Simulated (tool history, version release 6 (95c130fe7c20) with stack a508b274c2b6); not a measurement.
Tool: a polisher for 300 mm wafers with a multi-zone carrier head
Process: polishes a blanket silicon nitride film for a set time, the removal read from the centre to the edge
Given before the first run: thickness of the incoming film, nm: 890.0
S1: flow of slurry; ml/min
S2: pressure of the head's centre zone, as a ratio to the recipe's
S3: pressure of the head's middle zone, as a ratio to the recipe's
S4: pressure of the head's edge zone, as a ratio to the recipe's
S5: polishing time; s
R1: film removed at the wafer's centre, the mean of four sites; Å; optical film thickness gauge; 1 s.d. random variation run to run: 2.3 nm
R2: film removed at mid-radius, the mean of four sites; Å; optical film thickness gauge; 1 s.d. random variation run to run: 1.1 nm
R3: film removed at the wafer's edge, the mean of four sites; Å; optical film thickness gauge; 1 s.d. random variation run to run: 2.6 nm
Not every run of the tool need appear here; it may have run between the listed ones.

| run | hour | S1 | S2 | S3 | S4 | S5 | R1 | R2 | R3 |
|---|---|---|---|---|---|---|---|---|---|
| 1 | 0.0 | 205 | 1.00 | 1.00 | 1.00 | 79 | 1930.0 | 1911.4 | 1936.5 |
| 2 | 1.2 | 180 | 1.00 | 1.00 | 1.00 | 79 | 1909.7 | 1857.6 | 1889.0 |
| 3 | 4.4 | 170 | 1.02 | 0.98 | 1.01 | 79 | 1934.0 | 1824.8 | 1865.1 |
| 4 | 13.3 | 170 | 1.02 | 0.98 | 1.01 | 60 | 1459.8 | 1375.3 | 1427.2 |
| 5 | 21.4 | 195 | 1.06 | 0.97 | 1.05 | 62 | 1642.2 | 1444.2 | 1513.1 |
| 6 | 29.6 | 195 | 0.97 | 0.97 | 1.05 | 62 | 1467.7 | 1426.0 | 1533.1 |

The next listed run, before its measurement:
| 7 | 33.6 | 215 | 1.00 | 0.96 | 1.08 | 64 | ? | ? | ? |

Run 7 measured R1 1539.3 Å, R2 1499.3 Å, R3 1618.6 Å.

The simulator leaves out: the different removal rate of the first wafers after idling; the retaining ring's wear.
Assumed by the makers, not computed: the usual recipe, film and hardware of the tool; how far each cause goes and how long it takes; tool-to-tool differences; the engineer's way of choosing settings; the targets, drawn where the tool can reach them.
